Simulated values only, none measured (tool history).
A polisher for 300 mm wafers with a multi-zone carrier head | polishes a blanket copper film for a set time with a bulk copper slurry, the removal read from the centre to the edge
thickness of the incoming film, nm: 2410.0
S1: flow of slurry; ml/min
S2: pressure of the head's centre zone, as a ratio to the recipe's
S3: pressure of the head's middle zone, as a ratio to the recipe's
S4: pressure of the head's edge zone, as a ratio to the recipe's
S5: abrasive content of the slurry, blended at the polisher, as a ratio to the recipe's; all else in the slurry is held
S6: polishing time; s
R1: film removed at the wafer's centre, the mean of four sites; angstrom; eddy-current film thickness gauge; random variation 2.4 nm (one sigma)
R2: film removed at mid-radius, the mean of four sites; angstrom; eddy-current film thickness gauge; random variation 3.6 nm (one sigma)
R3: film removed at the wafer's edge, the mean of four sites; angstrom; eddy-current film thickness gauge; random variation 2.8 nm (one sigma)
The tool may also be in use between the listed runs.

| run | hour | S1 | S2 | S3 | S4 | S5 | S6 | R1 | R2 | R3 |
|---|---|---|---|---|---|---|---|---|---|---|
| 1 | 0 | 130 | 1 | 1 | 1 | 1 | 60 | 7206.4 | 7230.9 | 7149.5 |
| 2 | 8.9 | 130 | 0.95 | 1 | 1 | 1 | 60 | 6772.6 | 7131.7 | 7133 |
| 3 | 12.1 | 130 | 0.95 | 1.06 | 1 | 1 | 60 | 6842.6 | 7573.2 | 7101.2 |
| 4 | 20.7 | 125 | 0.94 | 1.04 | 0.98 | 0.95 | 58 | 6392.3 | 7127.8 | 6739.9 |
| 5 | 25.2 | 125 | 0.94 | 1.04 | 0.98 | 0.95 | 64 | 7010.5 | 7887.9 | 7439.3 |
| 6 | 31.2 | 125 | 0.94 | 1.04 | 1.02 | 0.95 | 64 | 7073.2 | 7848 | 7526.6 |
| 7 | 36 | 120 | 0.93 | 1.02 | 1.01 | 0.9 | 61 | 6565.4 | 7061.1 | 7020 |
| 8 | 44.4 | 115 | 0.92 | 1.01 | 1 | 0.85 | 58 | 5911.2 | 6623.4 | 6551.4 |
| 9 | 46.4 | 115 | 0.92 | 1 | 0.99 | 0.8 | 55 | 5639.7 | 6076.1 | 6049.5 |
| 10 | 48.8 | 110 | 0.91 | 0.99 | 0.98 | 0.75 | 53 | 5157.8 | 5723.4 | 5740.7 |
| 11 | 57.6 | 110 | 0.91 | 0.98 | 0.97 | 0.7 | 51 | 4869.7 | 5400.3 | 5404.1 |
| 12 | 60.3 | 110 | 0.91 | 0.97 | 0.96 | 0.7 | 50 | 4875 | 5190.6 | 5323 |
| 13 | 67 | 110 | 0.9 | 0.96 | 0.95 | 0.7 | 49 | 4721.7 | 5073.3 | 5170 |
| 14 | 72.2 | 105 | 0.89 | 0.95 | 0.94 | 0.7 | 48 | 4514.1 | 4960.4 | 5049.3 |

Run 15 comes next. What will it give?
| 15 | 74.5 | 105 | 0.88 | 0.94 | 0.93 | 0.7 | 47 | ? | ? | ? |

{"run 15": {"R1": 4318.2, "R2": 4827.1, "R3": 4865.9}}
